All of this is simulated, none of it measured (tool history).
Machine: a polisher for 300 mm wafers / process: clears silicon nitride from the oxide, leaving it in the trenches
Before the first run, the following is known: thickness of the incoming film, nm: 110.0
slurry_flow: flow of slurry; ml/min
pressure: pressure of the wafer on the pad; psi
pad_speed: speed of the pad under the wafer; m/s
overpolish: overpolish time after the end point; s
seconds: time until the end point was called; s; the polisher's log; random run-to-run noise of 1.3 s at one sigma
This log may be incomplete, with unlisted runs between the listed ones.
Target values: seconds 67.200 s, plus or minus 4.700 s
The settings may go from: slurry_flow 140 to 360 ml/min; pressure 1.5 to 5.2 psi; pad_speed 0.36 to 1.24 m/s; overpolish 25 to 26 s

{"run": 1, "hour": 0.0, "slurry_flow": 230, "pressure": 3.3, "pad_speed": 0.8, "overpolish": 25, "seconds": 123.79}
{"run": 2, "hour": 1.9, "slurry_flow": 265, "pressure": 3.3, "pad_speed": 0.8, "overpolish": 25, "seconds": 116.43}
{"run": 3, "hour": 5.0, "slurry_flow": 270, "pressure": 3.8, "pad_speed": 0.82, "overpolish": 25, "seconds": 104.59}
{"run": 4, "hour": 8.1, "slurry_flow": 275, "pressure": 4.2, "pad_speed": 0.86, "overpolish": 25, "seconds": 90.081}
{"run": 5, "hour": 13.4, "slurry_flow": 235, "pressure": 4.2, "pad_speed": 0.86, "overpolish": 25, "seconds": 90.072}
{"run": 6, "hour": 16.0, "slurry_flow": 235, "pressure": 4.5, "pad_speed": 0.88, "overpolish": 25, "seconds": 81.233}
{"run": 7, "hour": 24.8, "slurry_flow": 235, "pressure": 4.7, "pad_speed": 0.9, "overpolish": 25, "seconds": 75.363}
{"run": 8, "hour": 29.5, "slurry_flow": 235, "pressure": 4.8, "pad_speed": 0.9, "overpolish": 25, "seconds": 78.439}
{"run": 9, "hour": 37.4, "slurry_flow": 235, "pressure": 4.9, "pad_speed": 0.92, "overpolish": 25, "seconds": 74.785}

Which single option among these 4 for the next run brings every result within its allowed miss of target? Just one does.
{"run": "A", "hour": 45.3, "slurry_flow": 250, "pressure": 4.7, "pad_speed": 0.86, "overpolish": 26, "seconds": "?"}
{"run": "B", "hour": 45.3, "slurry_flow": 260, "pressure": 4.8, "pad_speed": 0.82, "overpolish": 26, "seconds": "?"}
{"run": "C", "hour": 45.3, "slurry_flow": 285, "pressure": 5.2, "pad_speed": 0.9, "overpolish": 26, "seconds": "?"}
{"run": "D", "hour": 45.3, "slurry_flow": 215, "pressure": 4.5, "pad_speed": 0.9, "overpolish": 26, "seconds": "?"}

move=A seconds=80.974
move=B seconds=82.754
move=C seconds=69.290
move=D seconds=82.161
A: misses by more than the last run did
B: misses by more than the last run did
C: every result within its allowed miss
D: misses by more than the last run did
Answer: C
